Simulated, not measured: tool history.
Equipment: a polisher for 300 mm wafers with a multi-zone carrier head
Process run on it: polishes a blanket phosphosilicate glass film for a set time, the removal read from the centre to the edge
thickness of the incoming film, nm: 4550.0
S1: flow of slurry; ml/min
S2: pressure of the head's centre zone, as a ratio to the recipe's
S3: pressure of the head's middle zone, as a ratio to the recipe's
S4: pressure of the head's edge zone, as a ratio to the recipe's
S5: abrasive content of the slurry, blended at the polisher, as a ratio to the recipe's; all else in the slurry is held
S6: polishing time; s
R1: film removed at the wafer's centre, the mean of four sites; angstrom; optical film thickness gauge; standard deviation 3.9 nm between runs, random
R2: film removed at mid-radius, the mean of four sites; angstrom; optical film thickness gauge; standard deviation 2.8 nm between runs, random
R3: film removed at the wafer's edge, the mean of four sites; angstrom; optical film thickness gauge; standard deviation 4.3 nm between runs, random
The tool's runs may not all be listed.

run 1 hour=0.0 | S1=290 S2=1.00 S3=1.00 S4=1.00 S5=1.00 S6=69 | R1=5893.5 R2=5770.4 R3=5827.0
run 2 hour=4.4 | S1=290 S2=1.00 S3=1.00 S4=0.93 S5=1.00 S6=69 | R1=5863.3 R2=5696.7 R3=5542.4
run 3 hour=10.8 | S1=295 S2=0.98 S3=1.02 S4=0.90 S5=0.85 S6=63 | R1=4844.4 R2=5007.8 R3=4633.9
run 4 hour=11.4 | S1=335 S2=0.98 S3=1.02 S4=0.90 S5=0.85 S6=63 | R1=4980.3 R2=5043.4 R3=4668.8
run 5 hour=15.3 | S1=295 S2=0.98 S3=1.02 S4=0.90 S5=0.85 S6=63 | R1=4848.5 R2=5026.0 R3=4712.1
run 6 hour=22.8 | S1=260 S2=0.98 S3=1.02 S4=0.90 S5=0.85 S6=63 | R1=4787.0 R2=4854.5 R3=4723.4
run 7 hour=31.3 | S1=310 S2=0.96 S3=1.01 S4=0.87 S5=0.75 S6=59 | R1=4248.5 R2=4420.3 R3=4158.8
run 8 hour=39.7 | S1=340 S2=0.96 S3=1.02 S4=0.85 S5=0.65 S6=56 | R1=3727.4 R2=3917.4 R3=3641.2

Estimate the outcome of run 9 from the log above:
run 9 hour=41.8 | S1=350 S2=0.97 S3=1.04 S4=0.84 S5=0.60 S6=56 | R1=? R2=? R3=?

Run 9 came out at R1 3694.3 angstrom, R2 3853.8 angstrom, R3 3487.8 angstrom.
